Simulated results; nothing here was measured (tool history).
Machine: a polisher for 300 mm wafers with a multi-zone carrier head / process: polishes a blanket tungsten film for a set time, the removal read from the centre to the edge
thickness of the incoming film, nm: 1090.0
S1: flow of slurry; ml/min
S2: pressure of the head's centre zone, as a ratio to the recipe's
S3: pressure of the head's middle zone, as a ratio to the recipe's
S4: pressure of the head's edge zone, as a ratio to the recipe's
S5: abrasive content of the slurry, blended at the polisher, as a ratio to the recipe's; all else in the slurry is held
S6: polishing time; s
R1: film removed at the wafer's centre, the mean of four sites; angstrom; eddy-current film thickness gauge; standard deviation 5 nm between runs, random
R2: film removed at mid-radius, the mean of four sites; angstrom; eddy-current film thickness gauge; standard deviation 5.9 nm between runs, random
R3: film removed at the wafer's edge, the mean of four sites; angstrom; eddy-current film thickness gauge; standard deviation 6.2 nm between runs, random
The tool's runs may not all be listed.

run 1 hour=0 | S1=150 S2=1 S3=1 S4=1 S5=1 S6=62 | R1=4184.8 R2=3865.9 R3=3986.7
run 2 hour=7.6 | S1=150 S2=1 S3=1 S4=0.97 S5=1 S6=62 | R1=4219 R2=3911.9 R3=3989.6
run 3 hour=15.1 | S1=150 S2=1 S3=1 S4=1.01 S5=1 S6=62 | R1=4078.7 R2=3924.3 R3=4103.7
run 4 hour=23.1 | S1=150 S2=1 S3=1 S4=1.01 S5=0.9 S6=62 | R1=4082.6 R2=3870.3 R3=3889.8
run 5 hour=27.2 | S1=150 S2=1.03 S3=1 S4=1.01 S5=0.9 S6=62 | R1=4114.8 R2=3909 R3=3911.9
run 6 hour=32.9 | S1=150 S2=1.03 S3=1 S4=1.01 S5=0.9 S6=54 | R1=3712.3 R2=3265.3 R3=3441.3
-- hour=40.8 edge zone pressure recalibrated
run 7 hour=40.8 | S1=155 S2=1.05 S3=1.02 S4=1.01 S5=0.95 S6=55 | R1=3833.6 R2=3606.9 R3=3582

Predict the results of run 8:
run 8 hour=45.3 | S1=155 S2=1.05 S3=1.02 S4=1.01 S5=0.95 S6=55 | R1=? R2=? R3=?

{"run 8": {"R1": 3822.8, "R2": 3599.1, "R3": 3536.4}}
